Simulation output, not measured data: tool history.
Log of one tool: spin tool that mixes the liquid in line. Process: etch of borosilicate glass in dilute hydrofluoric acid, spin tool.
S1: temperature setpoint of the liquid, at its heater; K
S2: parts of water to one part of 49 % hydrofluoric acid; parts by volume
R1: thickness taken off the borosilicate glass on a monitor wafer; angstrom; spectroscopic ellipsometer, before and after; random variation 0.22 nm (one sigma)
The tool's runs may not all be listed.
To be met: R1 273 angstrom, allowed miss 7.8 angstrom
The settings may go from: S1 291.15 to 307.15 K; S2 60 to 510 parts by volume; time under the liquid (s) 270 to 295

run 1 day=0 | S1=299.15 S2=285 time_under_the_liquid_(s)=270 | R1=323.35
run 2 day=0.342 | S1=299.15 S2=285 time_under_the_liquid_(s)=270 | R1=325.74
run 3 day=0.562 | S1=298.15 S2=285 time_under_the_liquid_(s)=270 | R1=312.11
run 4 day=0.6 | S1=297.65 S2=285 time_under_the_liquid_(s)=270 | R1=306.75
run 5 day=0.792 | S1=300.65 S2=285 time_under_the_liquid_(s)=270 | R1=340.82
run 6 day=0.975 | S1=300.65 S2=285 time_under_the_liquid_(s)=270 | R1=339.75
run 7 day=1.283 | S1=299.65 S2=285 time_under_the_liquid_(s)=270 | R1=331.01
run 8 day=1.379 | S1=298.65 S2=285 time_under_the_liquid_(s)=270 | R1=321.78
run 9 day=1.708 | S1=297.65 S2=285 time_under_the_liquid_(s)=270 | R1=307.64
run 10 day=1.75 | S1=297.15 S2=285 time_under_the_liquid_(s)=270 | R1=307.43
run 11 day=2.071 | S1=296.65 S2=285 time_under_the_liquid_(s)=270 | R1=296.75
run 12 day=2.421 | S1=296.15 S2=285 time_under_the_liquid_(s)=270 | R1=294.85
run 13 day=2.554 | S1=295.65 S2=285 time_under_the_liquid_(s)=270 | R1=286.91
run 14 day=2.804 | S1=295.15 S2=285 time_under_the_liquid_(s)=270 | R1=280.87

5 next moves are on the table. One of them brings every result within its allowed miss. Which?
run A day=3.054 | S1=294.65 S2=275 time_under_the_liquid_(s)=270 | R1=?
run B day=3.054 | S1=296.65 S2=300 time_under_the_liquid_(s)=280 | R1=?
run C day=3.054 | S1=295.65 S2=335 time_under_the_liquid_(s)=295 | R1=?
run D day=3.054 | S1=294.15 S2=285 time_under_the_liquid_(s)=290 | R1=?
run E day=3.054 | S1=296.15 S2=305 time_under_the_liquid_(s)=275 | R1=?

move=A R1=291.08
move=B R1=290.15
move=C R1=255.85
move=D R1=293.48
move=E R1=274.12
A: further off than the last run
B: further off than the last run
C: takes the result that was furthest off past its target
D: further off than the last run
E: meets every target
The right move is E.

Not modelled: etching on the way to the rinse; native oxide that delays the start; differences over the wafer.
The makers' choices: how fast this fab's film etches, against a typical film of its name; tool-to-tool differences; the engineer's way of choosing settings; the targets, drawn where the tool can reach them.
